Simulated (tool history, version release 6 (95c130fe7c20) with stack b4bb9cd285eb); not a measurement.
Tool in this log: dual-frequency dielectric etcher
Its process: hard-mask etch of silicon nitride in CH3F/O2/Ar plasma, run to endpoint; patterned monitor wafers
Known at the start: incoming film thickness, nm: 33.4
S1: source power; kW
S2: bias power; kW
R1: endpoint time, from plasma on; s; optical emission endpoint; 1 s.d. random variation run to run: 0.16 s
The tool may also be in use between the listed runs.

run  hour    S1     S2      R1
  1     0  0.33  0.075   50.98
  2     9  0.33  0.068  53.898
  3  16.7  0.36  0.071  50.801
  4  21.7  0.31  0.071  53.715
  5  24.7  0.35  0.073   50.69
  6  31.6  0.38  0.074  48.755

Run 7, settings as shown, results not yet in. Your forecast:
  7  33.3  0.4  0.075   ?

{"run 7": {"R1": 47.676}}

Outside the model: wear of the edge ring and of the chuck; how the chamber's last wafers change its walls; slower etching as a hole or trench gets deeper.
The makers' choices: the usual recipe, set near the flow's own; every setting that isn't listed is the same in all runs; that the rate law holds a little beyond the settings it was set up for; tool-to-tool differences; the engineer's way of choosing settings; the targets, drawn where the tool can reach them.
